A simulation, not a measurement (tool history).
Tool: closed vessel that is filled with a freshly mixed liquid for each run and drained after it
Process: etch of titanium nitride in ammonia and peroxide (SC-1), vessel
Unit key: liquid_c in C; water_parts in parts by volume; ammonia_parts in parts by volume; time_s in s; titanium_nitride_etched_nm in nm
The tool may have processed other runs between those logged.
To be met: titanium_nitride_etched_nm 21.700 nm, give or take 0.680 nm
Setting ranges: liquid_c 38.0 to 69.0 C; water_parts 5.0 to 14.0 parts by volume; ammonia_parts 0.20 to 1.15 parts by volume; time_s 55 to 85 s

run 1 hour=0.0 | liquid_c=53.0 water_parts=7.5 ammonia_parts=0.65 time_s=85 | titanium_nitride_etched_nm=11.187
run 2 hour=2.3 | liquid_c=53.0 water_parts=6.5 ammonia_parts=0.65 time_s=85 | titanium_nitride_etched_nm=11.878
run 3 hour=7.0 | liquid_c=54.5 water_parts=6.5 ammonia_parts=0.65 time_s=85 | titanium_nitride_etched_nm=13.247
run 4 hour=12.6 | liquid_c=55.5 water_parts=6.5 ammonia_parts=0.65 time_s=85 | titanium_nitride_etched_nm=14.353
run 5 hour=18.0 | liquid_c=56.5 water_parts=6.5 ammonia_parts=0.65 time_s=85 | titanium_nitride_etched_nm=15.091
run 6 hour=24.8 | liquid_c=56.5 water_parts=8.0 ammonia_parts=0.65 time_s=85 | titanium_nitride_etched_nm=13.819
run 7 hour=25.8 | liquid_c=57.5 water_parts=8.0 ammonia_parts=0.65 time_s=85 | titanium_nitride_etched_nm=14.737
run 8 hour=29.4 | liquid_c=57.5 water_parts=8.0 ammonia_parts=0.65 time_s=85 | titanium_nitride_etched_nm=14.683

Consider the 4 candidate settings below. Which is the only one whose results all fall within their allowed miss of target?
run A hour=33.0 | liquid_c=60.0 water_parts=5.0 ammonia_parts=0.60 time_s=85 | titanium_nitride_etched_nm=?
run B hour=33.0 | liquid_c=63.0 water_parts=8.5 ammonia_parts=0.60 time_s=85 | titanium_nitride_etched_nm=?
run C hour=33.0 | liquid_c=61.5 water_parts=6.5 ammonia_parts=0.50 time_s=85 | titanium_nitride_etched_nm=?
run D hour=33.0 | liquid_c=63.5 water_parts=13.5 ammonia_parts=0.65 time_s=85 | titanium_nitride_etched_nm=?

move=A titanium_nitride_etched_nm=21.257
move=B titanium_nitride_etched_nm=20.012
move=C titanium_nitride_etched_nm=20.140
move=D titanium_nitride_etched_nm=16.464
A: all results land within tolerance of their targets
B: better than the last run, though not everything is in spec
C: better than the last run, though not everything is in spec
D: better than the last run, though not everything is in spec
The move that meets every target is A.

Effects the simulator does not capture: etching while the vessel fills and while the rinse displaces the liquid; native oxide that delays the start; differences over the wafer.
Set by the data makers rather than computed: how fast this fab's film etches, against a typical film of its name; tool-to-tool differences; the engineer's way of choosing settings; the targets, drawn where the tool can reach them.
